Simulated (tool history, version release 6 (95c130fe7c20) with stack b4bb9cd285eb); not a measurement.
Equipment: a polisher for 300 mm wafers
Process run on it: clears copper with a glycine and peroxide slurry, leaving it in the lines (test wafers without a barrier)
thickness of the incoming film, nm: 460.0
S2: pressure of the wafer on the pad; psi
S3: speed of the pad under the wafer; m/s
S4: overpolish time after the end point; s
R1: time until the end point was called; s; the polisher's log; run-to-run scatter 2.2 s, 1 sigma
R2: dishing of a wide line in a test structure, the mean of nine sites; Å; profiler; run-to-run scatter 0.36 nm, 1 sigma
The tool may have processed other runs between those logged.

Run 1, hour 0.0: flow of slurry (ml/min) 180, S2 3.3 psi, S3 0.86 m/s, S4 15 s. Result: R1 92.431 s, R2 493.07 Å.
Run 2, hour 8.9: flow of slurry (ml/min) 170, S2 2.7 psi, S3 0.90 m/s, S4 11 s. Result: R1 100.270 s, R2 378.78 Å.
Run 3, hour 14.1: flow of slurry (ml/min) 185, S2 2.3 psi, S3 0.88 m/s, S4 9 s. Result: R1 105.770 s, R2 282.39 Å.
Run 4, hour 21.4: flow of slurry (ml/min) 185, S2 2.3 psi, S3 0.88 m/s, S4 15 s. Result: R1 104.700 s, R2 453.21 Å.
Run 5, hour 27.6: flow of slurry (ml/min) 185, S2 2.3 psi, S3 0.88 m/s, S4 20 s. Result: R1 107.160 s, R2 538.89 Å.
Run 6, hour 31.0: flow of slurry (ml/min) 185, S2 2.3 psi, S3 0.88 m/s, S4 23 s. Result: R1 108.330 s, R2 598.00 Å.
Run 7, hour 32.0: flow of slurry (ml/min) 135, S2 1.5 psi, S3 0.82 m/s, S4 16 s. Result: R1 139.090 s, R2 382.61 Å.
Run 8, hour 38.6: flow of slurry (ml/min) 180, S2 1.6 psi, S3 0.78 m/s, S4 12 s. Result: R1 133.080 s, R2 304.75 Å.
Run 9, hour 43.9: flow of slurry (ml/min) 215, S2 1.6 psi, S3 0.76 m/s, S4 9 s. Result: R1 135.270 s, R2 245.04 Å.

Expected results for the next run?
Run 10, hour 47.3: flow of slurry (ml/min) 235, S2 1.6 psi, S3 0.78 m/s, S4 7 s. Result: R1 ?, R2 ?.

R1: 127.740 s
R2: 201.08 Å
